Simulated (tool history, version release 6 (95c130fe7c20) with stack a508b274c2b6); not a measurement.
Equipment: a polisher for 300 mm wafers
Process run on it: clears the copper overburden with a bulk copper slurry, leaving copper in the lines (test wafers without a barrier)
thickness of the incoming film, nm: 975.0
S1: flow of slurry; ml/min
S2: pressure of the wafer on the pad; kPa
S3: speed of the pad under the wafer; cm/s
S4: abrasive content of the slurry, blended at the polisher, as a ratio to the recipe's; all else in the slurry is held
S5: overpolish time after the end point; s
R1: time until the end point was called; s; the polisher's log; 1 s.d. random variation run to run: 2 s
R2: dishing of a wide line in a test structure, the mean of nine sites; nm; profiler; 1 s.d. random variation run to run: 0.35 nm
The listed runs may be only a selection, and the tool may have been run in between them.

run  hour   S1    S2   S3  S4  S5      R1      R2
  1     0  235  17.2  104   1  10  104.16  56.408
  2   6.6  235  17.2  124   1  10  89.408  64.065
  3  15.5  240  15.9  124   1   8  96.772  50.221
  4  21.6  240  15.2  126   1   7  99.082   45.26
  5  27.4  200  15.2  126   1   7  98.896  43.868
  6  34.6  170  15.2  126   1   7  102.54  44.114

For run 7, what comes out?
  7  41.8  175  14.5  128   1   6   ?   ?

Run 7 yielded R1 101.86 s, R2 37.508 nm.

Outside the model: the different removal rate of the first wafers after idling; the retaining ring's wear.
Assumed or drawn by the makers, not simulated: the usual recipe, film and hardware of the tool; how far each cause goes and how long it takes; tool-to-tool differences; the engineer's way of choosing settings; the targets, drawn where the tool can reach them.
